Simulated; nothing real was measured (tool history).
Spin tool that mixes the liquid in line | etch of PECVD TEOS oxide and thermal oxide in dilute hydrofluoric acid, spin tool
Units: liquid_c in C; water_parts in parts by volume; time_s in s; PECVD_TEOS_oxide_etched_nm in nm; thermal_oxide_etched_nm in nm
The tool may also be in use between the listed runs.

run	day	liquid_c	water_parts	time_s	PECVD_TEOS_oxide_etched_nm	thermal_oxide_etched_nm
1	0.000	22.0	50	95	43.483	7.3954
2	0.025	20.5	65	95	31.101	5.2945
3	0.325	19.5	75	95	25.188	4.3124
4	0.575	17.5	75	95	23.797	3.9888
5	0.817	17.5	80	90	20.633	3.5234
# day 0.904: thermometer replaced
6	0.904	17.5	80	75	18.227	3.0879
7	0.979	17.0	85	75	16.655	2.7930

Run 8 comes next. What will it give?
8	1.304	17.0	85	70	?	?

{"run 8": {"PECVD_TEOS_oxide_etched_nm": 15.459, "thermal_oxide_etched_nm": 2.6254}}

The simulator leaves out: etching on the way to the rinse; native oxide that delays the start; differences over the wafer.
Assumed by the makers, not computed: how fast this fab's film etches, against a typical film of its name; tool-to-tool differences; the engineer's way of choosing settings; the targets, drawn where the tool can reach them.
